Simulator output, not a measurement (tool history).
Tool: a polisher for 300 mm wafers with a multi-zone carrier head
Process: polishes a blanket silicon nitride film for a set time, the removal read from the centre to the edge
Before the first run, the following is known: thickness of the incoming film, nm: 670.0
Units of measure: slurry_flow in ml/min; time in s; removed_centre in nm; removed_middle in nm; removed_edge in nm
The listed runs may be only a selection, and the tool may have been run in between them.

Run 1, hour 0: slurry_flow 180 ml/min, centre_zone 1, middle_zone 1, edge_zone 1, time 73 s. Result: removed_centre 191.12 nm, removed_middle 195 nm, removed_edge 190.17 nm.
Run 2, hour 7.6: slurry_flow 145 ml/min, centre_zone 1, middle_zone 1, edge_zone 1, time 73 s. Result: removed_centre 184.47 nm, removed_middle 186.8 nm, removed_edge 186.86 nm.
Run 3, hour 11.6: slurry_flow 150 ml/min, centre_zone 1.01, middle_zone 1.01, edge_zone 1.02, time 76 s. Result: removed_centre 192.18 nm, removed_middle 194.51 nm, removed_edge 194.13 nm.
Run 4, hour 19.7: slurry_flow 150 ml/min, centre_zone 1.01, middle_zone 1.01, edge_zone 1.02, time 90 s. Result: removed_centre 227.23 nm, removed_middle 231.98 nm, removed_edge 232.72 nm.
Run 5, hour 25.7: slurry_flow 150 ml/min, centre_zone 1.01, middle_zone 1.01, edge_zone 1.1, time 90 s. Result: removed_centre 228.34 nm, removed_middle 231.2 nm, removed_edge 237.13 nm.
Run 6, hour 32.2: slurry_flow 160 ml/min, centre_zone 1.02, middle_zone 1.02, edge_zone 1.1, time 91 s. Result: removed_centre 228.01 nm, removed_middle 238.55 nm, removed_edge 247.74 nm.
Run 7, hour 41: slurry_flow 170 ml/min, centre_zone 1.04, middle_zone 1.03, edge_zone 1.08, time 92 s. Result: removed_centre 247.61 nm, removed_middle 243.83 nm, removed_edge 242.68 nm.
Run 8, hour 43.2: slurry_flow 175 ml/min, centre_zone 1.04, middle_zone 1.04, edge_zone 1.09, time 93 s. Result: removed_centre 255.43 nm, removed_middle 250.95 nm, removed_edge 251.49 nm.
Run 9, hour 45.2: slurry_flow 225 ml/min, centre_zone 1.1, middle_zone 1.14, edge_zone 1.16, time 95 s. Result: removed_centre 282.08 nm, removed_middle 287.08 nm, removed_edge 272.08 nm.
Run 10, hour 53.2: slurry_flow 230 ml/min, centre_zone 1.1, middle_zone 1.14, edge_zone 1.16, time 95 s. Result: removed_centre 277.03 nm, removed_middle 290.64 nm, removed_edge 269.9 nm.

Expected results for the next run?
Run 11, hour 62.1: slurry_flow 230 ml/min, centre_zone 1.1, middle_zone 1.14, edge_zone 1.16, time 95 s. Result: removed_centre ?, removed_middle ?, removed_edge ?.

Run 11 came out at removed_centre 281.54 nm, removed_middle 284.65 nm, removed_edge 266.31 nm.

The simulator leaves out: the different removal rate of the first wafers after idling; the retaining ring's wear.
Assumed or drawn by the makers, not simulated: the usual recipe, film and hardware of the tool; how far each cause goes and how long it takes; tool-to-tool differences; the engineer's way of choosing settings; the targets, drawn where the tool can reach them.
